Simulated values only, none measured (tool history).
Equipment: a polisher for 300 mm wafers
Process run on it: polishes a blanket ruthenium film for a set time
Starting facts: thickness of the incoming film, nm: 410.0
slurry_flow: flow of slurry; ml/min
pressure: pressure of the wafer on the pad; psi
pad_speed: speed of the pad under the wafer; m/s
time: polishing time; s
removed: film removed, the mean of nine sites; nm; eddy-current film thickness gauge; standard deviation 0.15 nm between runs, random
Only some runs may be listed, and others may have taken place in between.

| run | hour | slurry_flow | pressure | pad_speed | time | removed |
|---|---|---|---|---|---|---|
| 1 | 0 | 220 | 1.6 | 0.92 | 39 | 27.335 |
| 2 | 1.6 | 200 | 1.6 | 0.92 | 39 | 27.303 |
| 3 | 7.3 | 200 | 1.4 | 0.82 | 38 | 21.083 |
| 4 | 9.8 | 200 | 1.2 | 0.76 | 38 | 16.959 |
| 5 | 17.9 | 225 | 1.2 | 0.76 | 38 | 17.135 |
| 6 | 23.4 | 225 | 1.1 | 0.74 | 38 | 15.161 |

Run 7 has not been measured yet. What should we expect?
| 7 | 28.1 | 225 | 0.7 | 0.7 | 38 | ? |

{"run 7": {"removed": 10.023}}

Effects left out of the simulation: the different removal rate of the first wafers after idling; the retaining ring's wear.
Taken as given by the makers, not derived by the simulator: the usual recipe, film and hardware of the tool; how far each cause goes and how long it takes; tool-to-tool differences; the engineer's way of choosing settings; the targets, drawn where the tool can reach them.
